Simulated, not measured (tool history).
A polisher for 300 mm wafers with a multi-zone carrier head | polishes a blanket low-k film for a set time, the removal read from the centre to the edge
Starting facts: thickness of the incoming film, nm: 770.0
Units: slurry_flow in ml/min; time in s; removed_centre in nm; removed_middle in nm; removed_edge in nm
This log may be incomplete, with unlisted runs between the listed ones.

run 1 hour=0.0 | slurry_flow=200 centre_zone=1.00 middle_zone=1.00 edge_zone=1.00 slurry_solids=1.00 time=55 | removed_centre=13.9450 removed_middle=13.8480 removed_edge=14.3780
run 2 hour=4.2 | slurry_flow=200 centre_zone=1.00 middle_zone=1.00 edge_zone=1.00 slurry_solids=0.85 time=55 | removed_centre=13.3260 removed_middle=13.1530 removed_edge=13.8700
run 3 hour=4.9 | slurry_flow=200 centre_zone=1.00 middle_zone=1.00 edge_zone=1.00 slurry_solids=0.65 time=55 | removed_centre=12.1760 removed_middle=12.1820 removed_edge=12.5980
run 4 hour=13.3 | slurry_flow=195 centre_zone=1.00 middle_zone=0.98 edge_zone=0.98 slurry_solids=0.60 time=51 | removed_centre=11.0640 removed_middle=10.8430 removed_edge=11.4100
run 5 hour=16.8 | slurry_flow=195 centre_zone=1.01 middle_zone=0.97 edge_zone=0.96 slurry_solids=0.60 time=48 | removed_centre=10.3120 removed_middle=10.2830 removed_edge=10.3690
run 6 hour=21.0 | slurry_flow=195 centre_zone=1.01 middle_zone=0.97 edge_zone=0.96 slurry_solids=0.75 time=48 | removed_centre=11.3970 removed_middle=10.8200 removed_edge=11.4100
run 7 hour=27.6 | slurry_flow=170 centre_zone=1.04 middle_zone=0.87 edge_zone=0.86 slurry_solids=0.50 time=36 | removed_centre=7.4415 removed_middle=6.6815 removed_edge=7.0875
run 8 hour=29.2 | slurry_flow=180 centre_zone=1.04 middle_zone=0.87 edge_zone=0.87 slurry_solids=0.50 time=36 | removed_centre=7.5800 removed_middle=6.5855 removed_edge=7.1548

Run 9 is up next; what results do you expect?
run 9 hour=35.1 | slurry_flow=185 centre_zone=1.04 middle_zone=0.88 edge_zone=0.88 slurry_solids=0.50 time=36 | removed_centre=? removed_middle=? removed_edge=?

Run 9 yielded removed_centre 7.4985 nm, removed_middle 6.6947 nm, removed_edge 7.1705 nm.
